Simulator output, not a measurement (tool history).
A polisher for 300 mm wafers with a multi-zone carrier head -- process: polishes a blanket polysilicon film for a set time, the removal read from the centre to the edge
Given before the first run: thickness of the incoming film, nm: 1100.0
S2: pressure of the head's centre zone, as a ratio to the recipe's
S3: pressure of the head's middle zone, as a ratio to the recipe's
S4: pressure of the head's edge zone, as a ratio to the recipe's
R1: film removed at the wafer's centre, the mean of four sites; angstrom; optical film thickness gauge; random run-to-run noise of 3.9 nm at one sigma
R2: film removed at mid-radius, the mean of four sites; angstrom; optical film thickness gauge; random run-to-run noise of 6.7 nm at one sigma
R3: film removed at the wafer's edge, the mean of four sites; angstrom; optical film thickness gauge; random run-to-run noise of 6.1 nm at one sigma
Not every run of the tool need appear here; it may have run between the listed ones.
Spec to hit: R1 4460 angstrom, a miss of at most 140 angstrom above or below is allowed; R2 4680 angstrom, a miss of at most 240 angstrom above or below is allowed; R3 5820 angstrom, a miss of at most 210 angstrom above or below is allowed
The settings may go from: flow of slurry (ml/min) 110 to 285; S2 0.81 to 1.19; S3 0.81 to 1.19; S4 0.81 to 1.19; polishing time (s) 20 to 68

{"run": 1, "hour": 0.0, "flow of slurry (ml/min)": 180, "S2": 1, "S3": 1, "S4": 1, "polishing time (s)": 44, "R1": 4200.5, "R2": 4165.2, "R3": 4209.7}
{"run": 2, "hour": 6.4, "flow of slurry (ml/min)": 180, "S2": 1.08, "S3": 1, "S4": 1, "polishing time (s)": 44, "R1": 4540.1, "R2": 4185.5, "R3": 4150.2}
{"run": 3, "hour": 15.3, "flow of slurry (ml/min)": 185, "S2": 1.02, "S3": 0.98, "S4": 1.05, "polishing time (s)": 46, "R1": 4600.9, "R2": 4295.6, "R3": 4604.6}
{"run": 4, "hour": 16.0, "flow of slurry (ml/min)": 190, "S2": 0.97, "S3": 0.98, "S4": 1.09, "polishing time (s)": 47, "R1": 4392.3, "R2": 4627.2, "R3": 4799.8}
{"run": 5, "hour": 18.5, "flow of slurry (ml/min)": 190, "S2": 0.97, "S3": 0.98, "S4": 1.15, "polishing time (s)": 47, "R1": 4497.9, "R2": 4567.4, "R3": 4864.8}
{"run": 6, "hour": 24.3, "flow of slurry (ml/min)": 190, "S2": 0.97, "S3": 0.98, "S4": 1.12, "polishing time (s)": 47, "R1": 4457.2, "R2": 4519.1, "R3": 4871.1}
{"run": 7, "hour": 27.9, "flow of slurry (ml/min)": 190, "S2": 0.97, "S3": 0.98, "S4": 1.12, "polishing time (s)": 47, "R1": 4448.7, "R2": 4504, "R3": 4874.3}
{"run": 8, "hour": 28.5, "flow of slurry (ml/min)": 200, "S2": 0.94, "S3": 0.95, "S4": 1.14, "polishing time (s)": 48, "R1": 4511.4, "R2": 4450.1, "R3": 5149.3}
{"run": 9, "hour": 36.6, "flow of slurry (ml/min)": 205, "S2": 0.92, "S3": 0.95, "S4": 1.15, "polishing time (s)": 49, "R1": 4451, "R2": 4622.8, "R3": 5127}
{"run": 10, "hour": 37.7, "flow of slurry (ml/min)": 195, "S2": 0.9, "S3": 0.93, "S4": 1.16, "polishing time (s)": 50, "R1": 4460.8, "R2": 4516.6, "R3": 5326.7}

Which of these 4 next moves meets every target?
{"run": "A", "hour": 38.8, "flow of slurry (ml/min)": 200, "S2": 0.88, "S3": 0.92, "S4": 1.17, "polishing time (s)": 51, "R1": "?", "R2": "?", "R3": "?"}
{"run": "B", "hour": 38.8, "flow of slurry (ml/min)": 235, "S2": 0.86, "S3": 0.88, "S4": 1.09, "polishing time (s)": 51, "R1": "?", "R2": "?", "R3": "?"}
{"run": "C", "hour": 38.8, "flow of slurry (ml/min)": 190, "S2": 0.94, "S3": 0.87, "S4": 1.15, "polishing time (s)": 49, "R1": "?", "R2": "?", "R3": "?"}
{"run": "D", "hour": 38.8, "flow of slurry (ml/min)": 205, "S2": 0.83, "S3": 0.86, "S4": 1.19, "polishing time (s)": 54, "R1": "?", "R2": "?", "R3": "?"}

move=A R1=4511.1 R2=4541 R3=5429.8
move=B R1=4521.1 R2=4489.1 R3=5330.2
move=C R1=4588.2 R2=4141.2 R3=5142
move=D R1=4520.1 R2=4580.3 R3=5821.2
A: gains on the last run, yet a result remains outside its allowed miss
B: about as far from the targets as the last run
C: moves away from the targets compared with the last run
D: meets every target
Answer: D

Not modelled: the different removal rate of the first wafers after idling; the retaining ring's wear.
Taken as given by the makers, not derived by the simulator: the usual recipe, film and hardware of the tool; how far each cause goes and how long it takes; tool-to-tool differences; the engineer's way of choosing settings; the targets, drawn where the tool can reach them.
